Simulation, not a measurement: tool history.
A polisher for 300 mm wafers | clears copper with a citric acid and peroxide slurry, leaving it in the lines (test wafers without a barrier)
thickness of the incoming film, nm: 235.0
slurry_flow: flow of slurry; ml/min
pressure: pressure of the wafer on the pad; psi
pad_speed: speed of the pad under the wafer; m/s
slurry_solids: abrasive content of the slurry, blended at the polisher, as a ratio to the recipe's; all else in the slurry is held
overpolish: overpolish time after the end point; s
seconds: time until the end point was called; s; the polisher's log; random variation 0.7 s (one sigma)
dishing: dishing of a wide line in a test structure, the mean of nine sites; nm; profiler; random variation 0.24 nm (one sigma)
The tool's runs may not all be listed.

{"run": 1, "hour": 0.0, "slurry_flow": 235, "pressure": 2.1, "pad_speed": 1.38, "slurry_solids": 1, "overpolish": 12, "seconds": 100.15, "dishing": 18.449}
{"run": 2, "hour": 6.3, "slurry_flow": 235, "pressure": 2.1, "pad_speed": 1.38, "slurry_solids": 1, "overpolish": 9, "seconds": 100.27, "dishing": 14.48}
{"run": 3, "hour": 10.9, "slurry_flow": 235, "pressure": 2.1, "pad_speed": 1.08, "slurry_solids": 1, "overpolish": 9, "seconds": 127.09, "dishing": 12.123}
{"run": 4, "hour": 15.9, "slurry_flow": 240, "pressure": 2.4, "pad_speed": 1.08, "slurry_solids": 1, "overpolish": 9, "seconds": 109.22, "dishing": 13.409}
{"run": 5, "hour": 23.4, "slurry_flow": 240, "pressure": 2.6, "pad_speed": 1.08, "slurry_solids": 1, "overpolish": 9, "seconds": 101.98, "dishing": 14.522}
{"run": 6, "hour": 24.6, "slurry_flow": 245, "pressure": 2.8, "pad_speed": 1.1, "slurry_solids": 1, "overpolish": 9, "seconds": 92.547, "dishing": 15.667}
{"run": 7, "hour": 28.9, "slurry_flow": 245, "pressure": 2.9, "pad_speed": 1.12, "slurry_solids": 1, "overpolish": 9, "seconds": 88.51, "dishing": 16.737}

The next listed run, before its measurement:
{"run": 8, "hour": 31.9, "slurry_flow": 250, "pressure": 3, "pad_speed": 1.14, "slurry_solids": 1, "overpolish": 9, "seconds": "?", "dishing": "?"}

seconds: 81.826 s
dishing: 17.367 nm
